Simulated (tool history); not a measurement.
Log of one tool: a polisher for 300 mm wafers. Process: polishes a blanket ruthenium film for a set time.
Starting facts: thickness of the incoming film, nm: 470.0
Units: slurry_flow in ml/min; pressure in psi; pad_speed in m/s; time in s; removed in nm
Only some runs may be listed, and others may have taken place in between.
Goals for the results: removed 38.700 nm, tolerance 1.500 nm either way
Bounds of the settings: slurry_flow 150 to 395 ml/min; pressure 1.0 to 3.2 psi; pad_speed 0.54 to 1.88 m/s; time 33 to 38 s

Run 1, hour 0.0: slurry_flow 250 ml/min, pressure 2.1 psi, pad_speed 1.20 m/s, time 38 s. Result: removed 53.231 nm.
Run 2, hour 8.3: slurry_flow 250 ml/min, pressure 2.1 psi, pad_speed 1.20 m/s, time 38 s. Result: removed 51.632 nm.
Run 3, hour 12.8: slurry_flow 285 ml/min, pressure 2.1 psi, pad_speed 1.20 m/s, time 38 s. Result: removed 53.531 nm.
Run 4, hour 18.3: slurry_flow 315 ml/min, pressure 2.1 psi, pad_speed 1.20 m/s, time 38 s. Result: removed 54.370 nm.
Run 5, hour 27.1: slurry_flow 310 ml/min, pressure 1.9 psi, pad_speed 1.20 m/s, time 38 s. Result: removed 48.705 nm.
Run 6, hour 33.4: slurry_flow 310 ml/min, pressure 1.8 psi, pad_speed 1.20 m/s, time 38 s. Result: removed 45.578 nm.
Run 7, hour 38.6: slurry_flow 310 ml/min, pressure 1.7 psi, pad_speed 1.20 m/s, time 38 s. Result: removed 44.105 nm.
Run 8, hour 44.9: slurry_flow 310 ml/min, pressure 1.6 psi, pad_speed 1.20 m/s, time 38 s. Result: removed 41.795 nm.

4 candidate next runs follow, results not yet known. Just one meets every target within its allowed miss. Identify it.
Run A, hour 51.2: slurry_flow 280 ml/min, pressure 1.7 psi, pad_speed 1.48 m/s, time 33 s. Result: removed ?.
Run B, hour 51.2: slurry_flow 325 ml/min, pressure 1.8 psi, pad_speed 1.10 m/s, time 34 s. Result: removed ?.
Run C, hour 51.2: slurry_flow 325 ml/min, pressure 1.7 psi, pad_speed 1.34 m/s, time 36 s. Result: removed ?.
Run D, hour 51.2: slurry_flow 375 ml/min, pressure 1.6 psi, pad_speed 0.98 m/s, time 38 s. Result: removed ?.

move  removed
   A   45.413
   B   39.271
   C   46.233
   D   36.174
A: misses by more than the last run did
B: in spec on every target
C: misses by more than the last run did
D: carries the result that was furthest off beyond its target, to the other side
Correct choice: B, which meets every target

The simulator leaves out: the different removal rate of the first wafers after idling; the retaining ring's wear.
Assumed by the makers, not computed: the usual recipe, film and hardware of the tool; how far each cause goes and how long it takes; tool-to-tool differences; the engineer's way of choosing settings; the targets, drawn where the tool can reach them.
